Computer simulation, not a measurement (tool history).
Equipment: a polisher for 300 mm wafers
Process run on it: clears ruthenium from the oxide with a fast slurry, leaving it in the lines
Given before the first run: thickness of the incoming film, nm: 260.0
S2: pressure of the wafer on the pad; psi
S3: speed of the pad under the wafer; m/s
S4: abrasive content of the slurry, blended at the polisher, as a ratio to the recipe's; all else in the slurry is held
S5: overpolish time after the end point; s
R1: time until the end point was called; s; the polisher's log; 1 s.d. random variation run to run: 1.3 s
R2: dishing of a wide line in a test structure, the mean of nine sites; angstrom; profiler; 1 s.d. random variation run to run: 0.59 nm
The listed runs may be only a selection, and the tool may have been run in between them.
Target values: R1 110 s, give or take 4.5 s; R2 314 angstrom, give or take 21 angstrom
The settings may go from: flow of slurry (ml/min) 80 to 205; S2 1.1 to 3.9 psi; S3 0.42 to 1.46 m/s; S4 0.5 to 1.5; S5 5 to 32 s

Run 1, hour 0: flow of slurry (ml/min) 135, S2 2.5 psi, S3 0.94 m/s, S4 1, S5 16 s. Result: R1 72.308 s, R2 409.24 angstrom.
Run 2, hour 3.2: flow of slurry (ml/min) 110, S2 2.5 psi, S3 0.94 m/s, S4 1, S5 16 s. Result: R1 74.075 s, R2 413.27 angstrom.
Run 3, hour 10.5: flow of slurry (ml/min) 110, S2 2.5 psi, S3 1.08 m/s, S4 1, S5 16 s. Result: R1 65.847 s, R2 452.55 angstrom.
Run 4, hour 18: flow of slurry (ml/min) 110, S2 2.5 psi, S3 1.16 m/s, S4 1, S5 16 s. Result: R1 61.243 s, R2 465.78 angstrom.
Run 5, hour 25.1: flow of slurry (ml/min) 110, S2 2.5 psi, S3 1.16 m/s, S4 1, S5 19 s. Result: R1 60.601 s, R2 554.84 angstrom.
Run 6, hour 32.3: flow of slurry (ml/min) 110, S2 2.1 psi, S3 1.14 m/s, S4 1, S5 18 s. Result: R1 67.844 s, R2 476.26 angstrom.
Run 7, hour 33.3: flow of slurry (ml/min) 110, S2 2.1 psi, S3 1.14 m/s, S4 1, S5 18 s. Result: R1 67.824 s, R2 478.57 angstrom.
Run 8, hour 36.2: flow of slurry (ml/min) 110, S2 1.8 psi, S3 1.06 m/s, S4 1, S5 18 s. Result: R1 79.48 s, R2 423.85 angstrom.
Run 9, hour 41.6: flow of slurry (ml/min) 110, S2 1.6 psi, S3 1.02 m/s, S4 1, S5 18 s. Result: R1 87.405 s, R2 401.51 angstrom.
Run 10, hour 49.5: flow of slurry (ml/min) 110, S2 1.5 psi, S3 1 m/s, S4 1, S5 17 s. Result: R1 91.817 s, R2 375.89 angstrom.
Run 11, hour 51.2: flow of slurry (ml/min) 110, S2 1.4 psi, S3 0.98 m/s, S4 1, S5 17 s. Result: R1 98.627 s, R2 337.67 angstrom.

Which of these 4 next moves meets every target?
Run A, hour 52.9: flow of slurry (ml/min) 110, S2 1.4 psi, S3 1.14 m/s, S4 1, S5 18 s. Result: R1 ?, R2 ?.
Run B, hour 52.9: flow of slurry (ml/min) 115, S2 1.1 psi, S3 0.86 m/s, S4 1.25, S5 21 s. Result: R1 ?, R2 ?.
Run C, hour 52.9: flow of slurry (ml/min) 115, S2 1.1 psi, S3 1.02 m/s, S4 0.9, S5 17 s. Result: R1 ?, R2 ?.
Run D, hour 52.9: flow of slurry (ml/min) 85, S2 1.4 psi, S3 1.12 m/s, S4 0.9, S5 18 s. Result: R1 ?, R2 ?.

move      R1      R2
   A   83.14  415.68
   B  107.95  382.81
   C  108.42  322.07
   D  92.668  382.37
A: moves away from the targets compared with the last run
B: gets the furthest-off result to its target, but another result is out of tolerance
C: every result within its allowed miss
D: moves away from the targets compared with the last run
Answer: C
